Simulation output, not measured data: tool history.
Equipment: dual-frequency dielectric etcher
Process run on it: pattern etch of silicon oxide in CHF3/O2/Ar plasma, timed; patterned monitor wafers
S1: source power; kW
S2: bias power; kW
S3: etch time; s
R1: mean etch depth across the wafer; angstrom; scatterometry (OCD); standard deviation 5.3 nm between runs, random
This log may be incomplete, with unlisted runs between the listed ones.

run,day,S1,S2,S3,R1
1,0,0.64,0.233,694,15369
2,0.029,0.58,0.224,694,14586
3,0.362,0.54,0.219,694,14061
4,0.725,0.54,0.219,694,14170
5,0.825,0.61,0.219,694,14852
6,1.154,0.54,0.219,694,14048

Run 7, settings as shown, results not yet in. Your forecast:
7,1.217,0.51,0.216,694,?

R1: 13842 angstrom
